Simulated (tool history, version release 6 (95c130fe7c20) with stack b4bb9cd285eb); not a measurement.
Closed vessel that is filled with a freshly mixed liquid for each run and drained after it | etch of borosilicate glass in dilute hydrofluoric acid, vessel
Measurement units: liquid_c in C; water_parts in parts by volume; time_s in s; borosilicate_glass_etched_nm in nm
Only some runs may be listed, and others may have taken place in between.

run,hour,liquid_c,water_parts,time_s,borosilicate_glass_etched_nm
1,0,25,175,165,13.935
2,5.9,27,160,165,16.62
3,8.7,28.5,150,165,18.949
4,13.3,31.5,150,165,21.169
5,20,31.5,150,165,21.084
6,29.2,33,150,165,22.078

What does the tool deliver on the next run?
7,38,33,140,165,?

borosilicate_glass_etched_nm: 24.174 nm

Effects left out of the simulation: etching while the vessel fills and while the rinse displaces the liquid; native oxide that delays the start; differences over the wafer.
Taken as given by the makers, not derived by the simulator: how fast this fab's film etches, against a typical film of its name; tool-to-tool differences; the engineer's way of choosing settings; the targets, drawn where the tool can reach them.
